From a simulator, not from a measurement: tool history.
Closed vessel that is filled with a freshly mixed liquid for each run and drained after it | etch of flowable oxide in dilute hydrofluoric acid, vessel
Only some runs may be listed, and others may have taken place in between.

run	hour	temperature setpoint of the liquid (C)	parts of water to one part of 49 % hydrofluoric acid (parts by volume)	time in the liquid (s)	thickness taken off the flowable oxide on a monitor wafer (nm)
1	0	26	280	30	3.7392
2	2.5	24	310	30	3.1261
3	4.6	25.5	310	30	3.2659
4	8.4	24	340	30	2.782
5	10.5	23	365	30	2.4198
6	16	23	365	30	2.4358
7	24.4	22	380	30	2.2198
8	27.8	21	390	30	2.0815
9	33.2	21	390	30	2.0814

Run 10 comes next. What will it give?
10	40.8	20.5	400	30	?

thickness taken off the flowable oxide on a monitor wafer (nm): 1.9816

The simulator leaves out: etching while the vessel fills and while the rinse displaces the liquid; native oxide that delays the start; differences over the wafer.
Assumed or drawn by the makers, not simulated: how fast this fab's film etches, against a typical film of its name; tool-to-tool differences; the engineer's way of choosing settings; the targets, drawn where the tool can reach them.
